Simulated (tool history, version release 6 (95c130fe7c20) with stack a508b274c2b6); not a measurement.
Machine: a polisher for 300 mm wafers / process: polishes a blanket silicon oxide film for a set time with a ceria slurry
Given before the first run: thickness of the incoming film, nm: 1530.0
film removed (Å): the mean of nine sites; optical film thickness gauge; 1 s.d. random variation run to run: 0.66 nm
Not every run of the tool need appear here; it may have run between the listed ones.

| run | hour | flow of slurry (ml/min) | pressure of the wafer on the pad (kPa) | speed of the pad under the wafer (m/s) | polishing time (s) | film removed (Å) |
|---|---|---|---|---|---|---|
| 1 | 0 | 230 | 19.3 | 1.1 | 24 | 960.49 |
| 2 | 8.4 | 230 | 16.5 | 1.04 | 24 | 809.03 |
| 3 | 16.1 | 230 | 20.7 | 1.04 | 24 | 967.23 |
| 4 | 24.4 | 230 | 15.9 | 1.04 | 24 | 754.65 |
| 5 | 31.3 | 230 | 14.5 | 1 | 24 | 682.95 |
| 6 | 39.3 | 230 | 13.1 | 0.96 | 24 | 619.17 |

Estimate the outcome of run 7 from the log above:
| 7 | 42 | 230 | 12.4 | 0.92 | 24 | ? |

film removed (Å): 580.65
